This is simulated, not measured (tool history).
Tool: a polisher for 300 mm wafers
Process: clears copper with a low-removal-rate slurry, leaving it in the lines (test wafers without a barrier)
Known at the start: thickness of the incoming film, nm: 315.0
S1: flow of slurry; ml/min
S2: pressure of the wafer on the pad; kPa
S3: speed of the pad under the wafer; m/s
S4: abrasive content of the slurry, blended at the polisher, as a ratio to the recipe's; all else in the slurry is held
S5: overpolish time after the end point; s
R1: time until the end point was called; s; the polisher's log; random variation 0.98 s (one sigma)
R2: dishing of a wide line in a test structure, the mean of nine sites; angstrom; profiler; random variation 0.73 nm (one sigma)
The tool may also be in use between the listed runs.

run	hour	S1	S2	S3	S4	S5	R1	R2
1	0.0	170	15.9	1.16	1.0	19	102.370	289.77
2	6.6	170	15.9	1.16	0.9	19	104.220	297.90
3	9.2	185	15.9	1.16	0.9	19	104.160	303.23
4	10.8	150	15.9	1.16	0.9	19	102.170	288.19
5	16.9	150	15.9	1.02	0.9	19	120.850	272.72
6	25.1	150	15.9	1.02	0.9	13	118.460	201.30
7	27.5	150	17.9	1.04	0.9	15	102.740	256.54

The next listed run, before its measurement:
8	35.2	150	19.3	1.06	0.9	15	?	?

{"run 8": {"R1": 95.773, "R2": 268.62}}

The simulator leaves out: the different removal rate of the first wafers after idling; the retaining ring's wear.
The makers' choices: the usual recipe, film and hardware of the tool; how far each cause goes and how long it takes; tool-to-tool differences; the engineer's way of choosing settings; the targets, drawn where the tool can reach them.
